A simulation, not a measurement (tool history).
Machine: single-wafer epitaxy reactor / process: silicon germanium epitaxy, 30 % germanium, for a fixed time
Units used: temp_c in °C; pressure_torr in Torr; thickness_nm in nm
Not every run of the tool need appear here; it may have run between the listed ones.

| run | day | temp_c | pressure_torr | thickness_nm |
|---|---|---|---|---|
| 1 | 0 | 585 | 21.5 | 46.062 |
| 2 | 0.054 | 582 | 21.5 | 43.809 |
| 3 | 0.162 | 575 | 21.5 | 38.301 |
| 4 | 0.496 | 574 | 21.5 | 37.454 |
| 5 | 0.817 | 578 | 21.5 | 40.344 |
| 6 | 0.888 | 569 | 21.5 | 34.066 |
| 7 | 1.162 | 568 | 21.5 | 33.311 |

What will run 8 give?
| 8 | 1.321 | 567 | 21.5 | ? |

Run 8 yielded thickness_nm 32.634 nm.
